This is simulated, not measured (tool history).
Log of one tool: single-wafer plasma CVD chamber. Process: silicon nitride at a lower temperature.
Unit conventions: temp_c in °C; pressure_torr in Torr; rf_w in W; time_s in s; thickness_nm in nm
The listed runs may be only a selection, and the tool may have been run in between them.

run	hour	temp_c	pressure_torr	rf_w	time_s	thickness_nm
1	0	340	1.34	355	25.6	36.154
2	8.6	340	1.34	315	25.6	32.676
3	9.5	340	1.34	365	25.6	37.013
4	17.1	340	1.22	345	25.5	34.4
5	22.6	340	1.14	330	25.5	32.689
6	27.7	340	1.14	330	24.3	30.893
7	31.1	340	1.06	325	24.3	30.018
8	33.7	340	1	325	24.3	29.612
9	34.5	340	0.95	325	24.3	29.242
10	37.7	340	0.92	325	24.3	29.026
11	43.4	340	0.89	325	24.3	28.595
12	52.2	340	0.87	325	24.3	28.528
13	57.7	340	0.85	325	24.3	28.386

Predict the results of run 14:
14	62	340	0.85	325	24.3	?

Run 14 yielded thickness_nm 28.31 nm.

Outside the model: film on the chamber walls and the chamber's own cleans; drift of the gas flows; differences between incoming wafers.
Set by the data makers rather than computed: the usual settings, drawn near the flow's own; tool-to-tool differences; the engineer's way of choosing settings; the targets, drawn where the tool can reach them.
